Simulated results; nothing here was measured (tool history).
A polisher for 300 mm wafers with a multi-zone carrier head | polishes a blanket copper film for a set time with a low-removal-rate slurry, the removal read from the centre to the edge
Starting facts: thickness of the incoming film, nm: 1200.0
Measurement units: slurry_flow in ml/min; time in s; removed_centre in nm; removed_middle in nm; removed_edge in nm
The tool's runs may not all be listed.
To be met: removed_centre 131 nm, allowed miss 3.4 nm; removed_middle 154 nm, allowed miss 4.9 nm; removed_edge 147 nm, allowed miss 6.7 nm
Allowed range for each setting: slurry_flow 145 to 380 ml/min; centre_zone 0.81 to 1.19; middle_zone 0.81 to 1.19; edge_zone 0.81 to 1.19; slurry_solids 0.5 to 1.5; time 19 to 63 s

{"run": 1, "hour": 0.0, "slurry_flow": 245, "centre_zone": 1, "middle_zone": 1, "edge_zone": 1, "slurry_solids": 1, "time": 41, "removed_centre": 120.38, "removed_middle": 124.32, "removed_edge": 124.24}
{"run": 2, "hour": 1.8, "slurry_flow": 245, "centre_zone": 1, "middle_zone": 1, "edge_zone": 1, "slurry_solids": 0.85, "time": 41, "removed_centre": 117.78, "removed_middle": 117.3, "removed_edge": 119.42}
{"run": 3, "hour": 5.4, "slurry_flow": 245, "centre_zone": 1, "middle_zone": 1, "edge_zone": 1, "slurry_solids": 0.75, "time": 41, "removed_centre": 112.39, "removed_middle": 116.16, "removed_edge": 115.19}
{"run": 4, "hour": 8.6, "slurry_flow": 290, "centre_zone": 1, "middle_zone": 1, "edge_zone": 1, "slurry_solids": 0.75, "time": 41, "removed_centre": 116.73, "removed_middle": 116.37, "removed_edge": 114.61}
{"run": 5, "hour": 12.7, "slurry_flow": 290, "centre_zone": 1.06, "middle_zone": 1, "edge_zone": 1, "slurry_solids": 0.75, "time": 41, "removed_centre": 122.44, "removed_middle": 117.96, "removed_edge": 117.82}
{"run": 6, "hour": 18.9, "slurry_flow": 290, "centre_zone": 1.06, "middle_zone": 1, "edge_zone": 1, "slurry_solids": 0.55, "time": 41, "removed_centre": 113.93, "removed_middle": 110.24, "removed_edge": 110.77}
{"run": 7, "hour": 26.2, "slurry_flow": 265, "centre_zone": 1.05, "middle_zone": 1.03, "edge_zone": 1.03, "slurry_solids": 0.65, "time": 41, "removed_centre": 115.93, "removed_middle": 114.65, "removed_edge": 114.05}
{"run": 8, "hour": 29.7, "slurry_flow": 245, "centre_zone": 1.02, "middle_zone": 1.05, "edge_zone": 1.04, "slurry_solids": 0.8, "time": 41, "removed_centre": 118.39, "removed_middle": 121.42, "removed_edge": 118.2}
{"run": 9, "hour": 35.6, "slurry_flow": 230, "centre_zone": 1, "middle_zone": 1.06, "edge_zone": 1.06, "slurry_solids": 0.95, "time": 41, "removed_centre": 118.51, "removed_middle": 126.26, "removed_edge": 122.85}
{"run": 10, "hour": 39.1, "slurry_flow": 230, "centre_zone": 1, "middle_zone": 1.06, "edge_zone": 1.06, "slurry_solids": 0.95, "time": 41, "removed_centre": 118.44, "removed_middle": 124.03, "removed_edge": 125.5}

Pick the move, out of 5, that brings all results within their allowed miss; only one does.
{"run": "A", "hour": 42.6, "slurry_flow": 185, "centre_zone": 1.13, "middle_zone": 0.98, "edge_zone": 1.08, "slurry_solids": 1.1, "time": 35, "removed_centre": "?", "removed_middle": "?", "removed_edge": "?"}
{"run": "B", "hour": 42.6, "slurry_flow": 310, "centre_zone": 1.17, "middle_zone": 1.03, "edge_zone": 0.99, "slurry_solids": 1.05, "time": 36, "removed_centre": "?", "removed_middle": "?", "removed_edge": "?"}
{"run": "C", "hour": 42.6, "slurry_flow": 260, "centre_zone": 0.86, "middle_zone": 1.07, "edge_zone": 1.05, "slurry_solids": 0.9, "time": 49, "removed_centre": "?", "removed_middle": "?", "removed_edge": "?"}
{"run": "D", "hour": 42.6, "slurry_flow": 200, "centre_zone": 0.96, "middle_zone": 1.12, "edge_zone": 1.1, "slurry_solids": 0.85, "time": 49, "removed_centre": "?", "removed_middle": "?", "removed_edge": "?"}
{"run": "E", "hour": 42.6, "slurry_flow": 225, "centre_zone": 1, "middle_zone": 1.01, "edge_zone": 1.15, "slurry_solids": 1.25, "time": 33, "removed_centre": "?", "removed_middle": "?", "removed_edge": "?"}

move=A removed_centre=113.32 removed_middle=101.86 removed_edge=109.63
move=B removed_centre=126.74 removed_middle=113.99 removed_edge=111.17
move=C removed_centre=120.15 removed_middle=152.68 removed_edge=148.6
move=D removed_centre=128.58 removed_middle=152.41 removed_edge=147.03
move=E removed_centre=99.69 removed_middle=103.73 removed_edge=111.62
A: misses by more than the last run did
B: misses by more than the last run did
C: corrects the largest miss of the last run, while another result sits out of spec
D: every result lands within tolerance
E: misses by more than the last run did
Move D is the one to make.

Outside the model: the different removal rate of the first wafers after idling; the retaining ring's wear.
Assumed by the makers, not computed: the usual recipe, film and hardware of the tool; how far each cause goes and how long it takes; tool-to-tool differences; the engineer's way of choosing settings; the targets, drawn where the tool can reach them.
